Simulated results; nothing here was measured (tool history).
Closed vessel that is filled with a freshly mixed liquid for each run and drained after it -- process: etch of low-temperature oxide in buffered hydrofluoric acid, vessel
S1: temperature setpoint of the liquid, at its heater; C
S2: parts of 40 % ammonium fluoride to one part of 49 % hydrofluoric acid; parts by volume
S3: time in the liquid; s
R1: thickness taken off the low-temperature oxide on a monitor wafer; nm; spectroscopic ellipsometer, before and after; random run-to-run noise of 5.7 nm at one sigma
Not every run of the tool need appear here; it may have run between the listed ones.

Run 1, hour 0: S1 25 C, S2 19.5 parts by volume, S3 90 s. Result: R1 259.13 nm.
Run 2, hour 6.5: S1 25 C, S2 19.5 parts by volume, S3 90 s. Result: R1 258.7 nm.
Run 3, hour 11.1: S1 27 C, S2 17 parts by volume, S3 90 s. Result: R1 327.9 nm.
Run 4, hour 19.9: S1 27 C, S2 22 parts by volume, S3 90 s. Result: R1 264.74 nm.
Run 5, hour 21.2: S1 28.5 C, S2 19 parts by volume, S3 90 s. Result: R1 318.87 nm.
Run 6, hour 22.3: S1 28.5 C, S2 14 parts by volume, S3 90 s. Result: R1 430.52 nm.

Estimate the outcome of run 7 from the log above:
Run 7, hour 25.3: S1 29.5 C, S2 13.5 parts by volume, S3 90 s. Result: R1 ?.

{"run 7": {"R1": 473.95}}

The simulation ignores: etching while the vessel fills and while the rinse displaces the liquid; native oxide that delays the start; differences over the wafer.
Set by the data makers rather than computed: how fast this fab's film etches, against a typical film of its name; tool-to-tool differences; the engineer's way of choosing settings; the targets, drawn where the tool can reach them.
